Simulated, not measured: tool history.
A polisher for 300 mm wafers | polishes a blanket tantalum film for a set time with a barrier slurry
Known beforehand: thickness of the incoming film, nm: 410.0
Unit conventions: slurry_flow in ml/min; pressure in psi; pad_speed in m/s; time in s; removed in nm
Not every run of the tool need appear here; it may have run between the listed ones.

| run | hour | slurry_flow | pressure | pad_speed | slurry_solids | time | removed |
|---|---|---|---|---|---|---|---|
| 1 | 0.0 | 315 | 1.3 | 1.20 | 1.00 | 50 | 58.223 |
| 2 | 8.6 | 315 | 1.5 | 1.20 | 1.00 | 50 | 66.737 |
| 3 | 16.5 | 315 | 1.5 | 1.20 | 0.80 | 50 | 62.470 |
| 4 | 25.4 | 315 | 1.5 | 1.20 | 0.65 | 50 | 58.201 |
| 5 | 28.1 | 315 | 1.5 | 0.94 | 0.65 | 50 | 45.557 |
| 6 | 36.2 | 315 | 1.5 | 0.94 | 0.65 | 50 | 46.331 |
| 7 | 41.3 | 315 | 1.7 | 1.04 | 0.65 | 50 | 57.787 |

Forecast run 8:
| 8 | 48.6 | 315 | 1.8 | 1.12 | 0.65 | 50 | ? |

removed: 63.605 nm
